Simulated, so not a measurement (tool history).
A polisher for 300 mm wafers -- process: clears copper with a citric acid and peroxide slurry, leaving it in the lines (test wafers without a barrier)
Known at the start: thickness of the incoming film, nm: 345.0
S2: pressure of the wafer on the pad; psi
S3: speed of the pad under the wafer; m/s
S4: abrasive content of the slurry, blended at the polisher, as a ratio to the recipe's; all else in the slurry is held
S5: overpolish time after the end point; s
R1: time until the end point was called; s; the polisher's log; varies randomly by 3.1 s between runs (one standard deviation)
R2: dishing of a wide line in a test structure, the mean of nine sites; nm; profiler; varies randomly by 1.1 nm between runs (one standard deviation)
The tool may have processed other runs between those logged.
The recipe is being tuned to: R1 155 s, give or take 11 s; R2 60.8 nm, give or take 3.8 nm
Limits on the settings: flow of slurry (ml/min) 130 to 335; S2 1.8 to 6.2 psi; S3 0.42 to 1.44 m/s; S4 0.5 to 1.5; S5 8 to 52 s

run 1 hour=0 | flow_of_slurry_(ml/min)=215 S2=4 S3=0.92 S4=1 S5=26 | R1=108.87 R2=49.992
run 2 hour=4.8 | flow_of_slurry_(ml/min)=215 S2=3.7 S3=0.9 S4=1 S5=30 | R1=115.99 R2=51.728
run 3 hour=12.2 | flow_of_slurry_(ml/min)=165 S2=3.7 S3=0.9 S4=1 S5=30 | R1=128.25 R2=51.654
run 4 hour=18.2 | flow_of_slurry_(ml/min)=160 S2=3.6 S3=0.9 S4=1 S5=33 | R1=124.11 R2=54.083
run 5 hour=22.2 | flow_of_slurry_(ml/min)=160 S2=3.6 S3=0.9 S4=1 S5=43 | R1=125.44 R2=67.19
run 6 hour=27.7 | flow_of_slurry_(ml/min)=160 S2=3.4 S3=0.9 S4=1 S5=44 | R1=128.81 R2=66.76
run 7 hour=33.1 | flow_of_slurry_(ml/min)=155 S2=3.2 S3=0.9 S4=1 S5=45 | R1=131.93 R2=66.998
run 8 hour=34.3 | flow_of_slurry_(ml/min)=155 S2=3 S3=0.9 S4=1 S5=46 | R1=141.61 R2=62.814
-- hour=36.6 worn pad replaced by a new one
run 9 hour=36.6 | flow_of_slurry_(ml/min)=155 S2=2.9 S3=0.9 S4=1 S5=47 | R1=130.14 R2=68.621
run 10 hour=39 | flow_of_slurry_(ml/min)=155 S2=2.7 S3=0.88 S4=1 S5=48 | R1=140.57 R2=66.279
run 11 hour=41.9 | flow_of_slurry_(ml/min)=155 S2=2.6 S3=0.88 S4=1 S5=48 | R1=139.07 R2=66.081

Which one of the following 4 next-run settings gets every result inside its allowed miss? There is exactly one.
run A hour=44.8 | flow_of_slurry_(ml/min)=150 S2=2.6 S3=0.96 S4=1.15 S5=45 | R1=? R2=?
run B hour=44.8 | flow_of_slurry_(ml/min)=185 S2=2.7 S3=1.06 S4=1 S5=35 | R1=? R2=?
run C hour=44.8 | flow_of_slurry_(ml/min)=175 S2=1.8 S3=0.96 S4=1.05 S5=49 | R1=? R2=?
run D hour=44.8 | flow_of_slurry_(ml/min)=195 S2=2.8 S3=0.88 S4=1.05 S5=48 | R1=? R2=?

move=A R1=127.03 R2=67.981
move=B R1=116.32 R2=59.771
move=C R1=152.43 R2=61.96
move=D R1=129.96 R2=70.511
A: its largest miss is bigger than the last run's
B: its largest miss is bigger than the last run's
C: all results in spec
D: its largest miss is bigger than the last run's
The move that meets every target is C.
